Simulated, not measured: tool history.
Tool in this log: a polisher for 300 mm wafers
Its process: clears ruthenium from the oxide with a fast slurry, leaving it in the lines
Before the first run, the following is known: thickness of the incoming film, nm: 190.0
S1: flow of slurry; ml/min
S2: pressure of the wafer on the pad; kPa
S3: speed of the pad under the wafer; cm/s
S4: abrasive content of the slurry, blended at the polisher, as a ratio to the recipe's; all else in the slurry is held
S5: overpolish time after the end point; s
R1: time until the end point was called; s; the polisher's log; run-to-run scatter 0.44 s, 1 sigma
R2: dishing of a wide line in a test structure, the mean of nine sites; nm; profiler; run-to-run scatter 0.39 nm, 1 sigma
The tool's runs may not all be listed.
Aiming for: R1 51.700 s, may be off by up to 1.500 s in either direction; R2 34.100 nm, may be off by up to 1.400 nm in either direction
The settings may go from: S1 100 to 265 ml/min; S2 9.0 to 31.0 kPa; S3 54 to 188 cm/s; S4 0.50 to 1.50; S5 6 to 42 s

{"run": 1, "hour": 0.0, "S1": 170, "S2": 20.0, "S3": 120, "S4": 1.0, "S5": 21, "R1": 39.165, "R2": 78.629}
{"run": 2, "hour": 4.9, "S1": 170, "S2": 20.0, "S3": 120, "S4": 1.0, "S5": 28, "R1": 38.373, "R2": 98.411}
{"run": 3, "hour": 13.1, "S1": 170, "S2": 20.0, "S3": 120, "S4": 1.15, "S5": 28, "R1": 36.451, "R2": 103.26}
{"run": 4, "hour": 20.9, "S1": 170, "S2": 20.0, "S3": 120, "S4": 1.35, "S5": 28, "R1": 33.867, "R2": 106.69}
{"run": 5, "hour": 22.8, "S1": 180, "S2": 17.9, "S3": 118, "S4": 1.4, "S5": 23, "R1": 36.745, "R2": 86.561}
{"run": 6, "hour": 30.7, "S1": 180, "S2": 17.9, "S3": 118, "S4": 1.4, "S5": 16, "R1": 37.368, "R2": 63.59}
{"run": 7, "hour": 38.9, "S1": 180, "S2": 17.9, "S3": 118, "S4": 1.4, "S5": 16, "R1": 37.509, "R2": 62.397}
{"run": 8, "hour": 40.3, "S1": 180, "S2": 16.5, "S3": 118, "S4": 1.4, "S5": 14, "R1": 40.266, "R2": 51.374}
{"run": 9, "hour": 46.7, "S1": 170, "S2": 15.9, "S3": 118, "S4": 1.4, "S5": 14, "R1": 42.886, "R2": 50.677}
{"run": 10, "hour": 54.7, "S1": 165, "S2": 15.2, "S3": 118, "S4": 1.4, "S5": 13, "R1": 43.939, "R2": 44.503}
{"run": 11, "hour": 62.4, "S1": 155, "S2": 14.5, "S3": 118, "S4": 1.4, "S5": 13, "R1": 47.625, "R2": 43.069}
{"run": 12, "hour": 66.4, "S1": 135, "S2": 13.8, "S3": 116, "S4": 1.4, "S5": 7, "R1": 52.106, "R2": 22.279}
{"run": 13, "hour": 71.5, "S1": 185, "S2": 12.4, "S3": 114, "S4": 1.4, "S5": 9, "R1": 54.584, "R2": 26.952}
{"run": 14, "hour": 74.8, "S1": 190, "S2": 12.4, "S3": 114, "S4": 1.4, "S5": 10, "R1": 54.791, "R2": 29.219}

5 next moves are on the table. One of them brings every result within its allowed miss. Which?
{"run": "A", "hour": 78.1, "S1": 215, "S2": 11.7, "S3": 122, "S4": 1.2, "S5": 11, "R1": "?", "R2": "?"}
{"run": "B", "hour": 78.1, "S1": 180, "S2": 13.1, "S3": 108, "S4": 1.4, "S5": 11, "R1": "?", "R2": "?"}
{"run": "C", "hour": 78.1, "S1": 210, "S2": 15.9, "S3": 98, "S4": 1.2, "S5": 12, "R1": "?", "R2": "?"}
{"run": "D", "hour": 78.1, "S1": 205, "S2": 13.1, "S3": 120, "S4": 1.25, "S5": 11, "R1": "?", "R2": "?"}
{"run": "E", "hour": 78.1, "S1": 155, "S2": 11.7, "S3": 132, "S4": 1.45, "S5": 12, "R1": "?", "R2": "?"}

move=A R1=56.870 R2=31.586
move=B R1=55.549 R2=32.285
move=C R1=52.805 R2=36.673
move=D R1=51.441 R2=34.670
move=E R1=51.485 R2=37.537
A: roughly where the last run was
B: an improvement on the last run, though not all results are within tolerance
C: the result that was furthest off in the last run now lies on the other side of its target
D: hits every target within its allowed miss
E: the result that was furthest off in the last run now lies on the other side of its target
Answer: D
